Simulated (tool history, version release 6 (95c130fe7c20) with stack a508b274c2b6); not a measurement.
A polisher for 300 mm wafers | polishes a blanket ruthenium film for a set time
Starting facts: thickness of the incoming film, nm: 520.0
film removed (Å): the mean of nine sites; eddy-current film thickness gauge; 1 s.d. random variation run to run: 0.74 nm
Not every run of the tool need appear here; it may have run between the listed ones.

run  hour  flow of slurry (ml/min)  pressure of the wafer on the pad (psi)  speed of the pad under the wafer (cm/s)  polishing time (s)  film removed (Å)
  1   0.0                      315                                     1.9                                      120                 112           1432.90
  2   3.3                      315                                     1.7                                      114                 112           1215.40
  3   4.0                      315                                     1.6                                      110                 112           1127.50
  4  12.7                      315                                     1.5                                      106                 112           1020.50
  5  21.4                      315                                     1.4                                      104                 112            936.59
  6  22.3                      315                                     1.4                                      104                 112            937.68

Run 7 is up next; what results do you expect?
  7  24.6                      310                                     0.9                                       90                 112                 ?

{"run 7": {"film removed (Å)": 541.65}}

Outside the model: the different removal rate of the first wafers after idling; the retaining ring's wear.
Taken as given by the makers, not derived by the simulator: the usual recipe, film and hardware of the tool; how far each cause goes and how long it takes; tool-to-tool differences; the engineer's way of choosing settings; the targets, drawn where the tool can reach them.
